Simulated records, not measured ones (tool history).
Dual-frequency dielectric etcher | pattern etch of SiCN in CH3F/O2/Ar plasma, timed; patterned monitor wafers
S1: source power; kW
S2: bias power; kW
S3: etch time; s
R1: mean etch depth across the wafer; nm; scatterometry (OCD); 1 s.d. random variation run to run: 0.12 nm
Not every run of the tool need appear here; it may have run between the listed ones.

Run 1, hour 0: S1 0.47 kW, S2 0.092 kW, S3 59 s. Result: R1 25.515 nm.
Run 2, hour 2.3: S1 0.47 kW, S2 0.092 kW, S3 59 s. Result: R1 25.491 nm.
Run 3, hour 6.2: S1 0.5 kW, S2 0.093 kW, S3 59 s. Result: R1 26.101 nm.
Run 4, hour 9.2: S1 0.45 kW, S2 0.093 kW, S3 59 s. Result: R1 25.469 nm.
Run 5, hour 13.5: S1 0.38 kW, S2 0.093 kW, S3 59 s. Result: R1 24.539 nm.
Run 6, hour 21.2: S1 0.42 kW, S2 0.096 kW, S3 59 s. Result: R1 25.665 nm.
Run 7, hour 24.4: S1 0.46 kW, S2 0.097 kW, S3 59 s. Result: R1 26.343 nm.

For run 8, what comes out?
Run 8, hour 33.3: S1 0.49 kW, S2 0.098 kW, S3 59 s. Result: R1 ?.

{"run 8": {"R1": 26.881}}
